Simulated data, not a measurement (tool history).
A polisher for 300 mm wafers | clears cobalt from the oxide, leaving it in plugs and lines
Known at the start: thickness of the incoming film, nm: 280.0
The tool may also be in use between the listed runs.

run	hour	flow of slurry (ml/min)	pressure of the wafer on the pad (kPa)	speed of the pad under the wafer (m/s)	overpolish time after the end point (s)	time until the end point was called (s)	dishing of a wide line in a test structure (Å)
1	0	290	16.5	1.22	29	41.742	563.91
2	7	245	16.5	1.22	29	42.325	557.06
3	13.2	245	14.5	1.22	29	48.313	560.15
4	19.9	225	17.2	1.04	23	48.518	535.49
5	26.9	195	17.2	1.04	23	49.891	544.58
6	29.1	195	17.2	1.04	32	49.599	567.82
7	34.6	265	17.9	0.94	26	51.502	552.65
8	35.8	240	15.9	1.08	21	50.906	529.41
9	43.2	240	15.9	1.08	21	51.159	517.63
10	43.9	300	13.8	1.22	18	50.79	501.23
11	44.5	340	12.4	1.34	16	51.167	483.22
12	47.2	340	12.4	1.34	16	51.222	493.07
13	51.6	370	11	1.46	14	52.469	457.24
14	57.7	390	10.3	1.58	13	50.697	448.77

Run 15 comes next. What will it give?
15	60.1	405	9.7	1.66	12	?	?

Run 15 gave time until the end point was called (s) 51.91, dishing of a wide line in a test structure (Å) 423.72.
